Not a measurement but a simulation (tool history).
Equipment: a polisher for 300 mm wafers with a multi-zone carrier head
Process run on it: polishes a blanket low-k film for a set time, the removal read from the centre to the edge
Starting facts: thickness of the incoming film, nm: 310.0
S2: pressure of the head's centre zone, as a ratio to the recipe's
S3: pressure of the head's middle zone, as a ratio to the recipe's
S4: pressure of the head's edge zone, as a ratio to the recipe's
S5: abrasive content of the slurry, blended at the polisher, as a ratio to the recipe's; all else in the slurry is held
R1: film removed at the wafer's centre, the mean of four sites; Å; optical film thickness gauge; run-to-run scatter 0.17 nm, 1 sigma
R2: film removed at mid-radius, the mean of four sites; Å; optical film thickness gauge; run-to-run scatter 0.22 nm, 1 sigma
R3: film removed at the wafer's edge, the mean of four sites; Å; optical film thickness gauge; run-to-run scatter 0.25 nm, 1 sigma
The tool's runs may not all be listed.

{"run": 1, "hour": 0.0, "flow of slurry (ml/min)": 250, "S2": 1.0, "S3": 1.0, "S4": 1.0, "S5": 1.0, "polishing time (s)": 68, "R1": 281.75, "R2": 281.23, "R3": 278.7}
{"run": 2, "hour": 1.7, "flow of slurry (ml/min)": 250, "S2": 1.0, "S3": 1.0, "S4": 1.0, "S5": 0.9, "polishing time (s)": 68, "R1": 263.23, "R2": 260.1, "R3": 267.56}
{"run": 3, "hour": 9.4, "flow of slurry (ml/min)": 250, "S2": 1.0, "S3": 0.95, "S4": 1.0, "S5": 0.9, "polishing time (s)": 68, "R1": 265.28, "R2": 254.11, "R3": 273.1}
{"run": 4, "hour": 10.3, "flow of slurry (ml/min)": 250, "S2": 1.0, "S3": 0.95, "S4": 0.93, "S5": 0.9, "polishing time (s)": 68, "R1": 262.53, "R2": 245.2, "R3": 256.3}
{"run": 5, "hour": 15.3, "flow of slurry (ml/min)": 250, "S2": 1.02, "S3": 0.94, "S4": 0.9, "S5": 0.8, "polishing time (s)": 67, "R1": 248.11, "R2": 232.52, "R3": 237.1}
{"run": 6, "hour": 18.3, "flow of slurry (ml/min)": 250, "S2": 1.06, "S3": 0.94, "S4": 0.9, "S5": 0.8, "polishing time (s)": 67, "R1": 259.76, "R2": 227.83, "R3": 237.35}

What does the tool deliver on the next run?
{"run": 7, "hour": 23.0, "flow of slurry (ml/min)": 225, "S2": 1.06, "S3": 0.84, "S4": 0.83, "S5": 0.55, "polishing time (s)": 66, "R1": "?", "R2": "?", "R3": "?"}

Run 7 yielded R1 202.54 Å, R2 169.67 Å, R3 177.34 Å.
